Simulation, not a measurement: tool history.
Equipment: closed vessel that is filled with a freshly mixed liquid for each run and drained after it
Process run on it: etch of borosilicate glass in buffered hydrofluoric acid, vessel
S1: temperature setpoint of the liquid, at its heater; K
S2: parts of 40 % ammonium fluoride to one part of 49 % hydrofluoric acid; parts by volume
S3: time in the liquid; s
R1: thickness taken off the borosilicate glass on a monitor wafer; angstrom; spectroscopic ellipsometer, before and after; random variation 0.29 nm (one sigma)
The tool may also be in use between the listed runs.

run  hour      S1    S2   S3      R1
  1     0  294.15    22  105  521.52
  2   4.1  293.65  22.5  105  499.99
  3   6.8  296.65  22.5  105  586.58
  4  15.8  296.65  27.5  105  517.01
  5  23.5  295.65  27.5  105  488.54
  6  25.5  294.65  27.5  105  462.91
  7  30.9  293.65  27.5  105  428.48
  8  37.2  293.15  27.5  105  418.94

Run 9 comes next. What will it give?
  9  41.7  292.65  27.5  105   ?

Run 9 yielded R1 410.63 angstrom.
